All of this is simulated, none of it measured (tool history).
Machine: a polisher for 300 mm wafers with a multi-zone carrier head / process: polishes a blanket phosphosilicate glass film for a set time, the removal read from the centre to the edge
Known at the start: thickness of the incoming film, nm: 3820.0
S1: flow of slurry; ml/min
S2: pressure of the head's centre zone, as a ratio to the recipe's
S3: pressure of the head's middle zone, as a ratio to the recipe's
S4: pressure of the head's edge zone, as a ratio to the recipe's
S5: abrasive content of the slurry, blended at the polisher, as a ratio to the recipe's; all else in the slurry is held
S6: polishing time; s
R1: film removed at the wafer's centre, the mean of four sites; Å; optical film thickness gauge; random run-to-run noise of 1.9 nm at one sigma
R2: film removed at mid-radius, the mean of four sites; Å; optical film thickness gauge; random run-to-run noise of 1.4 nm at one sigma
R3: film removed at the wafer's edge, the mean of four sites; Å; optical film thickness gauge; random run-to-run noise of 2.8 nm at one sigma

{"run": 1, "hour": 0.0, "S1": 255, "S2": 1.0, "S3": 1.0, "S4": 1.0, "S5": 1.0, "S6": 42, "R1": 3586.8, "R2": 3526.1, "R3": 3620.1}
{"run": 2, "hour": 1.6, "S1": 255, "S2": 1.07, "S3": 1.0, "S4": 1.0, "S5": 1.0, "S6": 42, "R1": 3783.1, "R2": 3503.9, "R3": 3624.7}
{"run": 3, "hour": 5.0, "S1": 250, "S2": 1.09, "S3": 0.96, "S4": 0.96, "S5": 0.85, "S6": 39, "R1": 3180.1, "R2": 2817.7, "R3": 2943.5}
{"run": 4, "hour": 10.7, "S1": 250, "S2": 1.09, "S3": 0.96, "S4": 0.9, "S5": 0.85, "S6": 39, "R1": 3212.3, "R2": 2818.9, "R3": 2830.3}
{"run": 5, "hour": 16.9, "S1": 250, "S2": 1.09, "S3": 0.96, "S4": 0.9, "S5": 0.85, "S6": 35, "R1": 2873.5, "R2": 2557.7, "R3": 2568.8}
{"run": 6, "hour": 22.1, "S1": 240, "S2": 1.1, "S3": 0.92, "S4": 0.88, "S5": 0.75, "S6": 35, "R1": 2638.3, "R2": 2210.9, "R3": 2295.1}
{"run": 7, "hour": 24.9, "S1": 230, "S2": 1.1, "S3": 0.9, "S4": 0.86, "S5": 0.75, "S6": 35, "R1": 2629.7, "R2": 2158.5, "R3": 2270.7}
{"run": 8, "hour": 28.2, "S1": 225, "S2": 1.1, "S3": 0.88, "S4": 0.85, "S5": 0.7, "S6": 35, "R1": 2495.4, "R2": 2034.7, "R3": 2104.6}
{"run": 9, "hour": 29.8, "S1": 215, "S2": 1.1, "S3": 0.86, "S4": 0.85, "S5": 0.7, "S6": 35, "R1": 2458.1, "R2": 1982.7, "R3": 2094.5}
{"run": 10, "hour": 33.4, "S1": 190, "S2": 1.11, "S3": 0.81, "S4": 0.81, "S5": 0.6, "S6": 35, "R1": 2102.4, "R2": 1592.4, "R3": 1758.0}
{"run": 11, "hour": 37.9, "S1": 260, "S2": 1.11, "S3": 0.82, "S4": 0.84, "S5": 0.6, "S6": 35, "R1": 2171.9, "R2": 1694.9, "R3": 1833.2}
{"run": 12, "hour": 40.2, "S1": 255, "S2": 1.12, "S3": 0.83, "S4": 0.85, "S5": 0.6, "S6": 35, "R1": 2238.9, "R2": 1674.9, "R3": 1838.6}
{"run": 13, "hour": 48.1, "S1": 310, "S2": 1.11, "S3": 0.87, "S4": 0.9, "S5": 0.65, "S6": 35, "R1": 2395.6, "R2": 1919.4, "R3": 2059.8}
{"run": 14, "hour": 53.0, "S1": 310, "S2": 1.11, "S3": 0.86, "S4": 0.89, "S5": 0.65, "S6": 35, "R1": 2421.9, "R2": 1925.3, "R3": 2086.8}
{"run": 15, "hour": 55.2, "S1": 300, "S2": 1.11, "S3": 0.85, "S4": 0.88, "S5": 0.65, "S6": 35, "R1": 2427.9, "R2": 1887.1, "R3": 2067.6}

Estimate the outcome of run 16 from the log above:
{"run": 16, "hour": 56.4, "S1": 290, "S2": 1.11, "S3": 0.84, "S4": 0.87, "S5": 0.65, "S6": 35, "R1": "?", "R2": "?", "R3": "?"}

{"run 16": {"R1": 2403.7, "R2": 1845.9, "R3": 2043.3}}
